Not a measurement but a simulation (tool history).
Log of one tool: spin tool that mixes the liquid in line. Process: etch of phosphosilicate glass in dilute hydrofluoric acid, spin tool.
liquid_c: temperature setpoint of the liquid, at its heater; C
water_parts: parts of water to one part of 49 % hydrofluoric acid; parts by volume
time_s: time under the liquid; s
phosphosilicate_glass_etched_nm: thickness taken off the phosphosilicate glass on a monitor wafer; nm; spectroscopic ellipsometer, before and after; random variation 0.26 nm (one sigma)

run,hour,liquid_c,water_parts,time_s,phosphosilicate_glass_etched_nm
1,0.0,26.0,160,15,14.994
2,4.8,29.0,160,15,16.756
3,7.8,29.5,145,15,19.224
4,9.1,32.0,145,15,20.856
# hour 14.1: hydrofluoric acid flow meter replaced
5,14.1,32.0,145,15,23.713
6,21.0,32.5,130,15,27.132
7,24.4,32.5,120,15,30.096
8,26.0,32.5,110,15,33.350
9,34.3,32.5,100,15,37.006
10,42.7,32.5,95,15,39.615
11,48.4,34.0,30,15,146.650
12,52.8,32.0,30,15,135.800

Run 13 comes next. What will it give?
13,58.3,30.5,35,15,?

Run 13 gave phosphosilicate_glass_etched_nm 108.120 nm.
